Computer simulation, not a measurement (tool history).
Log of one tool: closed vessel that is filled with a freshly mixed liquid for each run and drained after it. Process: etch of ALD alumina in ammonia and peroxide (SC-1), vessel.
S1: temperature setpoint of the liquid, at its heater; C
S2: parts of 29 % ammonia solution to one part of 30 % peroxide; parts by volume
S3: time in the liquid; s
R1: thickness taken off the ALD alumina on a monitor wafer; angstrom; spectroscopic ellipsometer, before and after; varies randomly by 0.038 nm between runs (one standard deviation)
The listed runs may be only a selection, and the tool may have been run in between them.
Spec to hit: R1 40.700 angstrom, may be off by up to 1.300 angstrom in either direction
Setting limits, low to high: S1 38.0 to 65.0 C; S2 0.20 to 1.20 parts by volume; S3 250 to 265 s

run,hour,S1,S2,S3,R1
1,0.0,49.0,0.80,250,74.614
2,8.2,49.0,1.00,250,75.958
3,12.6,49.0,1.00,250,76.568
4,19.1,49.0,1.00,265,80.759
5,22.8,43.5,1.00,265,58.179
6,25.7,42.0,1.00,265,54.766
7,28.2,41.0,1.00,260,50.176
8,30.5,40.0,1.00,260,47.185
9,35.6,39.5,1.00,260,45.986
10,41.3,39.0,1.00,260,44.277
11,49.6,38.5,1.00,260,43.370

Next run, 4 choices. One meets every target within its allowed miss, the rest don't. Which?
A,57.9,38.5,0.85,250,?
B,57.9,39.5,1.20,250,?
C,57.9,38.5,1.20,255,?
D,57.9,38.5,1.00,265,?

move,R1
A,40.632
B,44.565
C,42.836
D,43.745
A: in spec on every target
B: further off than the last run
C: gains on the last run, yet a result remains outside its allowed miss
D: further off than the last run
A is the move that brings every result within its allowed miss.
